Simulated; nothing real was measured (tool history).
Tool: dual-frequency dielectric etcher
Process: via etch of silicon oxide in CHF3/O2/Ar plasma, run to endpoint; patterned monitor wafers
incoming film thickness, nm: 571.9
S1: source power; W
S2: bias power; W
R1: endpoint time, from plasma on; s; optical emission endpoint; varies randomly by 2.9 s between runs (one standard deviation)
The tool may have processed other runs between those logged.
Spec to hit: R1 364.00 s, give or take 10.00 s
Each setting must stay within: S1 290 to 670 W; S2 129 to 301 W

{"run": 1, "hour": 0.0, "S1": 480, "S2": 215, "R1": 311.54}
{"run": 2, "hour": 6.6, "S1": 480, "S2": 199, "R1": 322.0}
{"run": 3, "hour": 9.8, "S1": 480, "S2": 232, "R1": 306.05}
{"run": 4, "hour": 14.8, "S1": 550, "S2": 232, "R1": 288.25}
{"run": 5, "hour": 18.4, "S1": 510, "S2": 223, "R1": 300.03}
{"run": 6, "hour": 24.2, "S1": 480, "S2": 223, "R1": 313.29}
{"run": 7, "hour": 30.4, "S1": 460, "S2": 220, "R1": 311.03}
{"run": 8, "hour": 32.0, "S1": 360, "S2": 177, "R1": 383.91}
{"run": 9, "hour": 40.3, "S1": 370, "S2": 178, "R1": 379.76}
{"run": 10, "hour": 47.6, "S1": 380, "S2": 179, "R1": 378.45}
{"run": 11, "hour": 50.5, "S1": 430, "S2": 188, "R1": 346.77}
{"run": 12, "hour": 57.3, "S1": 420, "S2": 187, "R1": 355.04}

Below are 4 possible settings for the next run. Only one of them brings all results inside the allowed miss of their targets. Which is it?
{"run": "A", "hour": 64.1, "S1": 420, "S2": 198, "R1": "?"}
{"run": "B", "hour": 64.1, "S1": 470, "S2": 185, "R1": "?"}
{"run": "C", "hour": 64.1, "S1": 440, "S2": 188, "R1": "?"}
{"run": "D", "hour": 64.1, "S1": 390, "S2": 186, "R1": "?"}

move=A R1=343.37
move=B R1=339.58
move=C R1=345.66
move=D R1=363.90
A: misses by more than the last run did
B: misses by more than the last run did
C: misses by more than the last run did
D: each result inside its tolerance
D meets every target.
